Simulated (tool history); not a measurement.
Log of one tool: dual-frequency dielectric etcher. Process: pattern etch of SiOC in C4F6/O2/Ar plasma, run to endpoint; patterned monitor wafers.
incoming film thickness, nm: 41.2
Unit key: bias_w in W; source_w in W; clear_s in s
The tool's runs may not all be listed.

run	day	bias_w	source_w	clear_s
1	0	557	380	12.531
2	0.033	557	310	13.179
3	0.396	540	300	13.461
4	0.712	615	300	12.873
5	0.871	594	290	13.125
6	0.921	540	290	13.64
7	1.075	528	290	13.773
8	1.117	517	290	13.802
# day 1.354: bias power generator calibrated
9	1.354	506	290	14.262

What does the tool deliver on the next run?
10	1.617	501	290	?

clear_s: 14.109 s

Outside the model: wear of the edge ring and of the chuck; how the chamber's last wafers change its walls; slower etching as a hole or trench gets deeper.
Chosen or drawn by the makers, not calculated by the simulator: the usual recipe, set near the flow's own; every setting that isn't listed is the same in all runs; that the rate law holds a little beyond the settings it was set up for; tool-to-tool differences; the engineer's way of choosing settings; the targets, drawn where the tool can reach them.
